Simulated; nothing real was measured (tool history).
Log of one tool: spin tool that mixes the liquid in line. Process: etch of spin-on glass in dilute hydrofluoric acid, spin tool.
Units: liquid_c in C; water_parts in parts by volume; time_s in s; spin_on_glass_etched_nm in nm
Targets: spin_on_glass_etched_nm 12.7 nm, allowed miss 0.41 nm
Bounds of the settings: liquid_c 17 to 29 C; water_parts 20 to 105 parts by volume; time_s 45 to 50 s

run,day,liquid_c,water_parts,time_s,spin_on_glass_etched_nm
1,0,21,55,45,24.427
2,0.225,21,65,45,20.041
3,0.442,20.5,65,45,20.062
4,0.767,20.5,50,45,25.715
5,0.808,20.5,50,50,28.636
6,1.088,20.5,60,50,24.173
7,1.221,17,85,50,14.174
8,1.346,17,90,50,13.308

Which of these 5 next moves meets every target?
A,1.471,17,90,45,?
B,1.471,17.5,95,45,?
C,1.471,18.5,105,50,?
D,1.471,17,95,50,?
E,1.471,17.5,100,50,?

move,spin_on_glass_etched_nm
A,11.859
B,11.414
C,11.838
D,12.417
E,11.985
A: takes the result that was furthest off past its target
B: takes the result that was furthest off past its target
C: takes the result that was furthest off past its target
D: meets every target
E: takes the result that was furthest off past its target
Move D is the one to make.

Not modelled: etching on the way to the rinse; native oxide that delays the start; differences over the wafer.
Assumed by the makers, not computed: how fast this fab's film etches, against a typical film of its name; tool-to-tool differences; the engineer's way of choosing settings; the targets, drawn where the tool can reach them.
